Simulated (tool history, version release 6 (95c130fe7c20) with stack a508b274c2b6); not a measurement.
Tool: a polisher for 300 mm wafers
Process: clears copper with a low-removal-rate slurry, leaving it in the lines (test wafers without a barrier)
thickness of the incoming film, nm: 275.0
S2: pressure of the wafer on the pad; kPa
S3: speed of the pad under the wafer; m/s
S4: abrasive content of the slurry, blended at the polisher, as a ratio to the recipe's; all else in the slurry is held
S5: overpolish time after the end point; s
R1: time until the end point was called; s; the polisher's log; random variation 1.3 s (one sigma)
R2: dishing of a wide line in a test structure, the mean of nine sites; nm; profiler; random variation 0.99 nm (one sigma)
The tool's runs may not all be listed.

run 1 day=0 | flow_of_slurry_(ml/min)=190 S2=15.9 S3=1.08 S4=1 S5=21 | R1=121.72 R2=31.111
run 2 day=0.283 | flow_of_slurry_(ml/min)=190 S2=16.5 S3=1.08 S4=1 S5=22 | R1=113.02 R2=33.306
run 3 day=0.638 | flow_of_slurry_(ml/min)=190 S2=16.5 S3=1.08 S4=1 S5=23 | R1=116.82 R2=36.153
run 4 day=0.979 | flow_of_slurry_(ml/min)=190 S2=17.2 S3=1.08 S4=1 S5=24 | R1=107.71 R2=38.697
run 5 day=1.058 | flow_of_slurry_(ml/min)=190 S2=17.2 S3=1.08 S4=1 S5=25 | R1=109.03 R2=38.535
run 6 day=1.15 | flow_of_slurry_(ml/min)=190 S2=19.3 S3=1.08 S4=1 S5=25 | R1=100.46 R2=42.587
run 7 day=1.333 | flow_of_slurry_(ml/min)=190 S2=19.3 S3=1.08 S4=1 S5=26 | R1=100.52 R2=44.754
run 8 day=1.367 | flow_of_slurry_(ml/min)=190 S2=19.3 S3=1.08 S4=1 S5=27 | R1=96.469 R2=47.133

Forecast run 9:
run 9 day=1.517 | flow_of_slurry_(ml/min)=190 S2=19.3 S3=1.08 S4=1 S5=28 | R1=? R2=?

Run 9 gave R1 98.711 s, R2 47.786 nm.
